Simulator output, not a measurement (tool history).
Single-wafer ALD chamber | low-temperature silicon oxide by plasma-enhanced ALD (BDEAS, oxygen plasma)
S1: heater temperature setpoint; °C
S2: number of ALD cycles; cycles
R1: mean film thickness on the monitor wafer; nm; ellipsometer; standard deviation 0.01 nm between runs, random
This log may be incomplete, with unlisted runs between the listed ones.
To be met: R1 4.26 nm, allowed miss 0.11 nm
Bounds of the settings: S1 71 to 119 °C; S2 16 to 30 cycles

Run 1, day 0: S1 95 °C, S2 23 cycles. Result: R1 3.444 nm.
Run 2, day 0.208: S1 102 °C, S2 23 cycles. Result: R1 3.3616 nm.
Run 3, day 0.238: S1 100 °C, S2 24 cycles. Result: R1 3.5004 nm.
Run 4, day 0.358: S1 98 °C, S2 25 cycles. Result: R1 3.703 nm.
Run 5, day 0.671: S1 98 °C, S2 24 cycles. Result: R1 3.5257 nm.
Run 6, day 0.871: S1 96 °C, S2 25 cycles. Result: R1 3.7068 nm.
Run 7, day 1.138: S1 95 °C, S2 25 cycles. Result: R1 3.7292 nm.
Run 8, day 1.35: S1 93 °C, S2 25 cycles. Result: R1 3.7466 nm.
Run 9, day 1.654: S1 92 °C, S2 25 cycles. Result: R1 3.7638 nm.
Run 10, day 1.908: S1 91 °C, S2 25 cycles. Result: R1 3.7678 nm.
Run 11, day 2.038: S1 90 °C, S2 25 cycles. Result: R1 3.7776 nm.
Run 12, day 2.162: S1 89 °C, S2 25 cycles. Result: R1 3.7853 nm.
Run 13, day 2.221: S1 88 °C, S2 25 cycles. Result: R1 3.7924 nm.
Run 14, day 2.596: S1 87 °C, S2 25 cycles. Result: R1 3.8074 nm.
Run 15, day 2.675: S1 86 °C, S2 25 cycles. Result: R1 3.8319 nm.
Run 16, day 2.708: S1 85 °C, S2 25 cycles. Result: R1 3.858 nm.
Run 17, day 2.817: S1 84 °C, S2 25 cycles. Result: R1 3.8562 nm.
Run 18, day 2.871: S1 83 °C, S2 25 cycles. Result: R1 3.8601 nm.
Run 19, day 3.067: S1 82 °C, S2 25 cycles. Result: R1 3.8608 nm.
Run 20, day 3.162: S1 80 °C, S2 26 cycles. Result: R1 4.0418 nm.

5 next moves are on the table. One of them brings every result within its allowed miss. Which?
Run A, day 3.258: S1 74 °C, S2 28 cycles. Result: R1 ?.
Run B, day 3.258: S1 76 °C, S2 25 cycles. Result: R1 ?.
Run C, day 3.258: S1 76 °C, S2 29 cycles. Result: R1 ?.
Run D, day 3.258: S1 73 °C, S2 25 cycles. Result: R1 ?.
Run E, day 3.258: S1 74 °C, S2 27 cycles. Result: R1 ?.

move      R1
   A   4.422
   B  3.9251
   C  4.5531
   D  3.9598
   E  4.2641
A: takes the biggest miss from the last run beyond its target
B: lands further from the targets than the last run did
C: takes the biggest miss from the last run beyond its target
D: lands further from the targets than the last run did
E: every result lands within tolerance
E meets every target.
